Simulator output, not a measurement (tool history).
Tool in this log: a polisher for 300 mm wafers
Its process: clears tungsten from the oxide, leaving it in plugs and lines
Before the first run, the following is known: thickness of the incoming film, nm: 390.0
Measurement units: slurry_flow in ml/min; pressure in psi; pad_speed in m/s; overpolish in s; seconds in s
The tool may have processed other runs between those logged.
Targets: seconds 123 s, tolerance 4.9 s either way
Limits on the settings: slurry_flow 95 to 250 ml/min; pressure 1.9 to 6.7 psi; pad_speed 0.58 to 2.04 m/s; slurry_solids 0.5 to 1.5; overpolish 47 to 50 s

run,hour,slurry_flow,pressure,pad_speed,slurry_solids,overpolish,seconds
1,0,160,4.3,1.3,1,47,59.567
2,5.7,160,3.7,1.26,1,47,70.473
3,7.8,160,3.7,1.26,1,50,70.839
4,8.3,160,3.2,1.22,1,50,83.528
5,16.2,160,3.2,1.48,1,50,71.546
6,20.7,160,3.2,1.48,1.2,50,66.599
7,28.7,155,2.9,1.38,1.2,50,80.13
8,33.7,135,1.9,1.2,1.2,50,141.34
9,39.1,145,1.9,1.2,1.2,50,141.47
10,41.4,155,2,1.2,1.2,50,130.64
11,50.2,160,2,1.2,1.2,50,131.21
12,58.3,165,2,1.2,1.2,50,128.59
13,67,170,2,1.2,1.2,50,127.04
14,68.1,175,2,1.2,1.2,50,127.5

Below are 5 possible settings for the next run. Only one of them brings all results inside the allowed miss of their targets. Which is it?
A,69.2,185,1.9,1.2,0.9,50,?
B,69.2,165,2.3,1.14,1,50,?
C,69.2,175,2,1.14,1.15,50,?
D,69.2,150,2.3,0.94,1.5,47,?
E,69.2,190,2.3,0.98,1.3,50,?

move,seconds
A,139.82
B,122.43
C,135.27
D,137.9
E,131.6
A: misses by more than the last run did
B: meets every target
C: misses by more than the last run did
D: misses by more than the last run did
E: misses by more than the last run did
B meets every target.
